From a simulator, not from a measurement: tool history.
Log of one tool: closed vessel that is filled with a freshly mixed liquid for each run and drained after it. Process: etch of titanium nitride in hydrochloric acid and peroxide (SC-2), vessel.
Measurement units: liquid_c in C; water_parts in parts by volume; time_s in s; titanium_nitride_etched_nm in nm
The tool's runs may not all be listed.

Run 1, hour 0: liquid_c 64 C, water_parts 6.5 parts by volume, time_s 760 s. Result: titanium_nitride_etched_nm 87.185 nm.
Run 2, hour 8.6: liquid_c 65 C, water_parts 6.5 parts by volume, time_s 760 s. Result: titanium_nitride_etched_nm 93.861 nm.
Run 3, hour 17: liquid_c 65 C, water_parts 7.5 parts by volume, time_s 760 s. Result: titanium_nitride_etched_nm 84.551 nm.
Run 4, hour 18.8: liquid_c 65 C, water_parts 7.5 parts by volume, time_s 760 s. Result: titanium_nitride_etched_nm 83.577 nm.
Run 5, hour 20.7: liquid_c 65 C, water_parts 7.5 parts by volume, time_s 760 s. Result: titanium_nitride_etched_nm 83.685 nm.
Run 6, hour 24: liquid_c 65 C, water_parts 7.5 parts by volume, time_s 760 s. Result: titanium_nitride_etched_nm 84.347 nm.

For run 7, what comes out?
Run 7, hour 30.1: liquid_c 66 C, water_parts 7.5 parts by volume, time_s 760 s. Result: titanium_nitride_etched_nm ?.

titanium_nitride_etched_nm: 89.305 nm
